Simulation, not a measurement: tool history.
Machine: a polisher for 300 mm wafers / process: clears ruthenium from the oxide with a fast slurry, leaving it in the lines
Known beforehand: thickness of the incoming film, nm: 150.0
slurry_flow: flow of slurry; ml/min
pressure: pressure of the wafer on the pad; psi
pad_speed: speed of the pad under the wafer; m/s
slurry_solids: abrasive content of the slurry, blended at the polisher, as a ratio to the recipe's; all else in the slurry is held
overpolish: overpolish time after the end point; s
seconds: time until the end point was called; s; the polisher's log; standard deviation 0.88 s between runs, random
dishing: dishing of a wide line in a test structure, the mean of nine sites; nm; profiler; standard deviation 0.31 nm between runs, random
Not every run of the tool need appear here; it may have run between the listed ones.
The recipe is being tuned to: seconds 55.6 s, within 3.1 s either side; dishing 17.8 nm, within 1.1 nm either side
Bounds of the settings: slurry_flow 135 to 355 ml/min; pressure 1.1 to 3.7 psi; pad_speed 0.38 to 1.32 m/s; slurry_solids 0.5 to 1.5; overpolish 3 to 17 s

Run 1, hour 0: slurry_flow 225 ml/min, pressure 2.4 psi, pad_speed 0.84 m/s, slurry_solids 1, overpolish 9 s. Result: seconds 50.265 s, dishing 22.816 nm.
Run 2, hour 5: slurry_flow 260 ml/min, pressure 2.4 psi, pad_speed 0.84 m/s, slurry_solids 1, overpolish 9 s. Result: seconds 47.813 s, dishing 21.797 nm.
Run 3, hour 11.3: slurry_flow 260 ml/min, pressure 2.3 psi, pad_speed 0.84 m/s, slurry_solids 1, overpolish 9 s. Result: seconds 49.568 s, dishing 21.69 nm.
Run 4, hour 18.6: slurry_flow 260 ml/min, pressure 2.2 psi, pad_speed 0.84 m/s, slurry_solids 1, overpolish 9 s. Result: seconds 53.747 s, dishing 20.474 nm.
Run 5, hour 21.9: slurry_flow 260 ml/min, pressure 2.5 psi, pad_speed 0.84 m/s, slurry_solids 1, overpolish 9 s. Result: seconds 47.481 s, dishing 22.877 nm.
Run 6, hour 22.5: slurry_flow 265 ml/min, pressure 2.4 psi, pad_speed 0.84 m/s, slurry_solids 1, overpolish 9 s. Result: seconds 49.364 s, dishing 22.432 nm.
Run 7, hour 28.6: slurry_flow 265 ml/min, pressure 2.3 psi, pad_speed 0.84 m/s, slurry_solids 1, overpolish 9 s. Result: seconds 50.338 s, dishing 21.337 nm.
Run 8, hour 36.8: slurry_flow 265 ml/min, pressure 2.2 psi, pad_speed 0.84 m/s, slurry_solids 1, overpolish 9 s. Result: seconds 52.446 s, dishing 20.7 nm.

Below are 4 possible settings for the next run. Only one of them brings all results inside the allowed miss of their targets. Which is it?
Run A, hour 45: slurry_flow 265 ml/min, pressure 1.9 psi, pad_speed 0.84 m/s, slurry_solids 0.95, overpolish 10 s. Result: seconds ?, dishing ?.
Run B, hour 45: slurry_flow 300 ml/min, pressure 2.2 psi, pad_speed 0.94 m/s, slurry_solids 1.1, overpolish 6 s. Result: seconds ?, dishing ?.
Run C, hour 45: slurry_flow 255 ml/min, pressure 2.4 psi, pad_speed 0.78 m/s, slurry_solids 0.85, overpolish 8 s. Result: seconds ?, dishing ?.
Run D, hour 45: slurry_flow 300 ml/min, pressure 1.7 psi, pad_speed 0.82 m/s, slurry_solids 1.1, overpolish 11 s. Result: seconds ?, dishing ?.

move  seconds  dishing
   A    61.87   19.667
   B    45.32   16.298
   C   55.288   17.726
   D   66.186   20.186
A: moves toward the targets from the last run without getting all of them in spec
B: the result that was furthest off in the last run now lies on the other side of its target
C: in spec on every target
D: misses by more than the last run did
The move that meets every target is C.
